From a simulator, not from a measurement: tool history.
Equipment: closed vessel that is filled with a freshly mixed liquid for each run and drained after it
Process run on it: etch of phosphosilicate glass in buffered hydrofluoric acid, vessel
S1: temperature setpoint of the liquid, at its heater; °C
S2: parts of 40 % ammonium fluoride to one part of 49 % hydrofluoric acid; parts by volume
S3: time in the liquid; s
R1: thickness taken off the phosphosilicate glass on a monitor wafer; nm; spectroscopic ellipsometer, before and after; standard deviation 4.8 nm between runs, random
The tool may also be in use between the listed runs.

Run 1, hour 0.0: S1 20.0 °C, S2 17.0 parts by volume, S3 100 s. Result: R1 392.35 nm.
Run 2, hour 7.1: S1 20.0 °C, S2 17.0 parts by volume, S3 100 s. Result: R1 395.40 nm.
Run 3, hour 7.9: S1 20.0 °C, S2 17.0 parts by volume, S3 110 s. Result: R1 433.20 nm.
Run 4, hour 14.8: S1 20.0 °C, S2 13.5 parts by volume, S3 110 s. Result: R1 544.07 nm.
Run 5, hour 21.0: S1 21.5 °C, S2 13.0 parts by volume, S3 110 s. Result: R1 609.33 nm.
Run 6, hour 24.6: S1 19.0 °C, S2 13.0 parts by volume, S3 110 s. Result: R1 532.68 nm.
Run 7, hour 32.3: S1 23.0 °C, S2 10.0 parts by volume, S3 110 s. Result: R1 853.45 nm.
Run 8, hour 39.3: S1 23.5 °C, S2 10.0 parts by volume, S3 110 s. Result: R1 882.18 nm.
Run 9, hour 40.0: S1 24.0 °C, S2 10.0 parts by volume, S3 110 s. Result: R1 905.31 nm.

Estimate the outcome of run 10 from the log above:
Run 10, hour 42.9: S1 24.5 °C, S2 10.0 parts by volume, S3 110 s. Result: R1 ?.

Run 10 produced R1 932.18 nm.
